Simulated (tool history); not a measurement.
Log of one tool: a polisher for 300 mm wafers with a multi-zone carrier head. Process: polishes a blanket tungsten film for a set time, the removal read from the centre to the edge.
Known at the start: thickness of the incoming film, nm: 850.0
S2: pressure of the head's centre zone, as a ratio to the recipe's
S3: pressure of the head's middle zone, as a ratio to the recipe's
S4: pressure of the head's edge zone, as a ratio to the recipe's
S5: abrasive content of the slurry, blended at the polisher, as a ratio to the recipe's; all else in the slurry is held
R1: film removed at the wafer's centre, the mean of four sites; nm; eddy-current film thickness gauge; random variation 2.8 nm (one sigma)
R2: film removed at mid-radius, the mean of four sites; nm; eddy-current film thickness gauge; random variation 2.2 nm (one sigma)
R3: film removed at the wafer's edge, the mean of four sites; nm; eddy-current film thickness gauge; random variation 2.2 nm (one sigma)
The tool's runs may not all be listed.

{"run": 1, "hour": 0.0, "flow of slurry (ml/min)": 185, "S2": 1, "S3": 1, "S4": 1, "S5": 1, "polishing time (s)": 50, "R1": 339.63, "R2": 340.09, "R3": 347.48}
{"run": 2, "hour": 0.6, "flow of slurry (ml/min)": 155, "S2": 1, "S3": 1, "S4": 1, "S5": 1, "polishing time (s)": 50, "R1": 323.24, "R2": 326.61, "R3": 338.93}
{"run": 3, "hour": 2.5, "flow of slurry (ml/min)": 155, "S2": 1, "S3": 1, "S4": 1.08, "S5": 1, "polishing time (s)": 50, "R1": 325.4, "R2": 332.2, "R3": 348.28}
{"run": 4, "hour": 4.0, "flow of slurry (ml/min)": 160, "S2": 1, "S3": 1.03, "S4": 1.06, "S5": 0.9, "polishing time (s)": 48, "R1": 311.95, "R2": 315.25, "R3": 321.4}
{"run": 5, "hour": 10.1, "flow of slurry (ml/min)": 160, "S2": 0.93, "S3": 1.03, "S4": 1.06, "S5": 0.9, "polishing time (s)": 48, "R1": 290.29, "R2": 318.99, "R3": 316.87}
{"run": 6, "hour": 16.7, "flow of slurry (ml/min)": 160, "S2": 0.93, "S3": 1.05, "S4": 1.04, "S5": 0.85, "polishing time (s)": 47, "R1": 274.42, "R2": 308.17, "R3": 307.33}
{"run": 7, "hour": 23.7, "flow of slurry (ml/min)": 160, "S2": 0.93, "S3": 1.05, "S4": 1.04, "S5": 0.85, "polishing time (s)": 47, "R1": 269.11, "R2": 306.26, "R3": 310.7}
{"run": 8, "hour": 24.2, "flow of slurry (ml/min)": 180, "S2": 0.94, "S3": 1.07, "S4": 1.04, "S5": 0.85, "polishing time (s)": 44, "R1": 264.27, "R2": 296.48, "R3": 297.4}
{"run": 9, "hour": 26.3, "flow of slurry (ml/min)": 170, "S2": 0.96, "S3": 1.09, "S4": 1.01, "S5": 0.8, "polishing time (s)": 44, "R1": 264.02, "R2": 293.08, "R3": 275.55}
{"run": 10, "hour": 33.7, "flow of slurry (ml/min)": 165, "S2": 0.96, "S3": 1.1, "S4": 0.99, "S5": 0.8, "polishing time (s)": 44, "R1": 260.67, "R2": 291.19, "R3": 268.21}
{"run": 11, "hour": 38.4, "flow of slurry (ml/min)": 125, "S2": 0.96, "S3": 1.12, "S4": 0.89, "S5": 0.7, "polishing time (s)": 44, "R1": 224.12, "R2": 265.27, "R3": 236.85}
{"run": 12, "hour": 46.5, "flow of slurry (ml/min)": 130, "S2": 0.97, "S3": 1.12, "S4": 0.88, "S5": 0.7, "polishing time (s)": 44, "R1": 235.81, "R2": 266.86, "R3": 239.34}
{"run": 13, "hour": 49.0, "flow of slurry (ml/min)": 130, "S2": 0.97, "S3": 1.13, "S4": 0.87, "S5": 0.7, "polishing time (s)": 44, "R1": 233.79, "R2": 272.72, "R3": 232.09}
{"run": 14, "hour": 51.1, "flow of slurry (ml/min)": 130, "S2": 0.97, "S3": 1.13, "S4": 0.87, "S5": 0.7, "polishing time (s)": 44, "R1": 232.09, "R2": 272.53, "R3": 239.06}

Run 15 comes next. What will it give?
{"run": 15, "hour": 58.5, "flow of slurry (ml/min)": 140, "S2": 1.02, "S3": 1.14, "S4": 0.81, "S5": 0.65, "polishing time (s)": 44, "R1": "?", "R2": "?", "R3": "?"}

R1: 241.65 nm
R2: 268.13 nm
R3: 225.66 nm
